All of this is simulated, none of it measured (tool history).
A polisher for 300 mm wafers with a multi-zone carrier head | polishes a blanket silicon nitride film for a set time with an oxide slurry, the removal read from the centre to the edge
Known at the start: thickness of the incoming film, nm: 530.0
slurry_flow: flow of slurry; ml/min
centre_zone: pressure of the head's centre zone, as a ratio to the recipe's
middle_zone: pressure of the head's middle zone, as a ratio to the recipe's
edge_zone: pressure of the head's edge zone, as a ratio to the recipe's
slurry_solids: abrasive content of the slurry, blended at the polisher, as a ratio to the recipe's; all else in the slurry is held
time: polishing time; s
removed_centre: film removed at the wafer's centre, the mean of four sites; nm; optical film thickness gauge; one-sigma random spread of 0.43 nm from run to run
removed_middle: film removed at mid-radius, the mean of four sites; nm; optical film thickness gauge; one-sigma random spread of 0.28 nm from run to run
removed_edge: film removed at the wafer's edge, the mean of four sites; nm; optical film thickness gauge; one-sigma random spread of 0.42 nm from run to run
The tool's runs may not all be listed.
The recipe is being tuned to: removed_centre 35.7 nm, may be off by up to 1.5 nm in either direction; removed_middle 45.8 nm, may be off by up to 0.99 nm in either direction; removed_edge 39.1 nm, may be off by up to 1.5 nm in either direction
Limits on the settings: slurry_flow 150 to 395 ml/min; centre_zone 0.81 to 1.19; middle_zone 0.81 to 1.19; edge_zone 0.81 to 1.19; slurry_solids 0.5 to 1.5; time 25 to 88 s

| run | hour | slurry_flow | centre_zone | middle_zone | edge_zone | slurry_solids | time | removed_centre | removed_middle | removed_edge |
|---|---|---|---|---|---|---|---|---|---|---|
| 1 | 0 | 250 | 1 | 1 | 1 | 1 | 56 | 52.296 | 53.743 | 53.577 |
| 2 | 1.5 | 290 | 1 | 1 | 1 | 1 | 56 | 53.515 | 54.388 | 54.081 |
| 3 | 5.6 | 285 | 0.98 | 1.01 | 0.97 | 0.9 | 56 | 49.493 | 52.555 | 50.781 |
| 4 | 12.4 | 285 | 0.98 | 1.01 | 0.97 | 1.1 | 56 | 54.323 | 57.813 | 55.731 |
| 5 | 13.9 | 245 | 0.98 | 1.01 | 0.97 | 1.1 | 56 | 52.034 | 56.438 | 54.603 |
| 6 | 20.2 | 245 | 0.98 | 1.01 | 0.92 | 1.1 | 56 | 52.776 | 56.405 | 52.128 |
| 7 | 22.9 | 235 | 0.96 | 1.01 | 0.9 | 1.05 | 56 | 51.694 | 54.54 | 51.896 |
| 8 | 28 | 305 | 0.87 | 1.11 | 0.95 | 0.8 | 46 | 34.156 | 44.653 | 39.601 |

Which of these 5 next moves meets every target?
| A | 33.1 | 330 | 0.83 | 1.1 | 0.96 | 0.7 | 48 | ? | ? | ? |
| B | 33.1 | 295 | 0.81 | 1.19 | 1.03 | 1 | 43 | ? | ? | ? |
| C | 33.1 | 345 | 0.85 | 1.11 | 0.97 | 0.75 | 45 | ? | ? | ? |
| D | 33.1 | 325 | 0.92 | 1.17 | 1 | 0.8 | 45 | ? | ? | ? |
| E | 33.1 | 325 | 0.81 | 1.07 | 0.95 | 0.75 | 53 | ? | ? | ? |

| move | removed_centre | removed_middle | removed_edge |
|---|---|---|---|
| A | 31.86 | 43.618 | 38.906 |
| B | 32.674 | 49.048 | 42.354 |
| C | 31.808 | 42.85 | 38.075 |
| D | 35.291 | 46.022 | 39.693 |
| E | 35.513 | 48.654 | 44.243 |
A: the biggest miss grows against the last run
B: carries the result that was furthest off beyond its target, to the other side
C: the biggest miss grows against the last run
D: meets every target
E: carries the result that was furthest off beyond its target, to the other side
Move D is the one to make.
